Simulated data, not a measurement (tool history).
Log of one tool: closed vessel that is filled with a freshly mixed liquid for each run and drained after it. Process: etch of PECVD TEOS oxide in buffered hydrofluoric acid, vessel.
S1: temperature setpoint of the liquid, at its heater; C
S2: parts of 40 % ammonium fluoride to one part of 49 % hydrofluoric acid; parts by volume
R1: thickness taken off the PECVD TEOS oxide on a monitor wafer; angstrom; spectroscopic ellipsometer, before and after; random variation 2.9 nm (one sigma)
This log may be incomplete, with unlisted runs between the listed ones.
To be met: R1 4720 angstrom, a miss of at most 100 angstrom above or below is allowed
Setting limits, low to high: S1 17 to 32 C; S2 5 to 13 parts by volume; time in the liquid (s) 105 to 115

run 1 hour=0 | S1=25 S2=8 time_in_the_liquid_(s)=105 | R1=5414
run 2 hour=8.1 | S1=24.5 S2=8 time_in_the_liquid_(s)=105 | R1=5271.3
run 3 hour=17.3 | S1=24.5 S2=8 time_in_the_liquid_(s)=115 | R1=5738.2
run 4 hour=22 | S1=24 S2=8 time_in_the_liquid_(s)=115 | R1=5589.5
run 5 hour=28.9 | S1=24 S2=9 time_in_the_liquid_(s)=115 | R1=4900.5
run 6 hour=32.7 | S1=27 S2=9 time_in_the_liquid_(s)=115 | R1=5735.1
run 7 hour=35.4 | S1=26.5 S2=9 time_in_the_liquid_(s)=115 | R1=5680.4
run 8 hour=41.5 | S1=22.5 S2=9 time_in_the_liquid_(s)=115 | R1=4501.2

Pick the move, out of 5, that brings all results within their allowed miss; only one does.
run A hour=47.6 | S1=24 S2=9 time_in_the_liquid_(s)=115 | R1=?
run B hour=47.6 | S1=23.5 S2=9.5 time_in_the_liquid_(s)=110 | R1=?
run C hour=47.6 | S1=22 S2=9 time_in_the_liquid_(s)=115 | R1=?
run D hour=47.6 | S1=24.5 S2=10.5 time_in_the_liquid_(s)=115 | R1=?
run E hour=47.6 | S1=20.5 S2=7.5 time_in_the_liquid_(s)=110 | R1=?

move=A R1=4861
move=B R1=4373.4
move=C R1=4355.9
move=D R1=4458.2
move=E R1=4671.6
A: pushes the last run's worst result past its target
B: misses by more than the last run did
C: misses by more than the last run did
D: misses by more than the last run did
E: hits every target within its allowed miss
So the answer is move E, the one that meets all the targets.
